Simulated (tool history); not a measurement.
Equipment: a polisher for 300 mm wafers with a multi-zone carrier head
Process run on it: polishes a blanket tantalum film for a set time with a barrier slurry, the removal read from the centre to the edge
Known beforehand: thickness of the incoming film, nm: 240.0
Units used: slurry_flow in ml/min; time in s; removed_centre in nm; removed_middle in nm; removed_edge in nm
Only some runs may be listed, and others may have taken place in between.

run  hour  slurry_flow  centre_zone  middle_zone  edge_zone  slurry_solids  time  removed_centre  removed_middle  removed_edge
  1   0.0          195         1.00         1.00       1.00           1.00    60          88.964          85.148        83.068
  2   6.0          175         1.00         1.00       1.00           1.00    60          85.598          83.536        83.748
  3   7.0          175         1.00         1.00       1.00           1.00    50          72.800          69.555        68.626
  4   7.7          190         0.96         0.99       0.96           0.85    48          66.825          65.008        63.320
  5  16.6          185         0.94         0.99       0.93           0.75    47          61.014          61.493        59.172
  6  19.6          185         0.94         0.99       0.93           0.90    47          63.996          64.446        62.250

What does the tool deliver on the next run?
  7  22.3          180         0.93         0.99       0.91           0.75    47               ?               ?             ?

removed_centre: 59.861 nm
removed_middle: 59.957 nm
removed_edge: 59.222 nm

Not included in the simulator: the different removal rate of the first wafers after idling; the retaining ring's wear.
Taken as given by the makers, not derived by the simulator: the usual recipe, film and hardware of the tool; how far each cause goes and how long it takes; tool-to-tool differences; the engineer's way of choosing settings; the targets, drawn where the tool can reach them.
